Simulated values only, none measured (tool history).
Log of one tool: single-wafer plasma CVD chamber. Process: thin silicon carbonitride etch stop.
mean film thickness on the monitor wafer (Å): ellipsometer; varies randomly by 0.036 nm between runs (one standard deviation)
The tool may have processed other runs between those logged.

| run | hour | RF power (W) | deposition time (s) | mean film thickness on the monitor wafer (Å) |
|---|---|---|---|---|
| 1 | 0.0 | 240 | 16.7 | 103.940 |
| 2 | 1.6 | 260 | 16.7 | 106.520 |
| 3 | 7.4 | 225 | 16.7 | 100.240 |
| 4 | 13.6 | 210 | 16.7 | 97.103 |
| 5 | 16.5 | 210 | 15.4 | 89.263 |
| 6 | 21.4 | 205 | 15.3 | 88.837 |
| 7 | 30.2 | 200 | 15.2 | 87.336 |
| 8 | 34.3 | 195 | 15.1 | 85.967 |

Estimate the outcome of run 9 from the log above:
| 9 | 36.9 | 190 | 15.0 | ? |

{"run 9": {"mean film thickness on the monitor wafer (Å)": 84.428}}
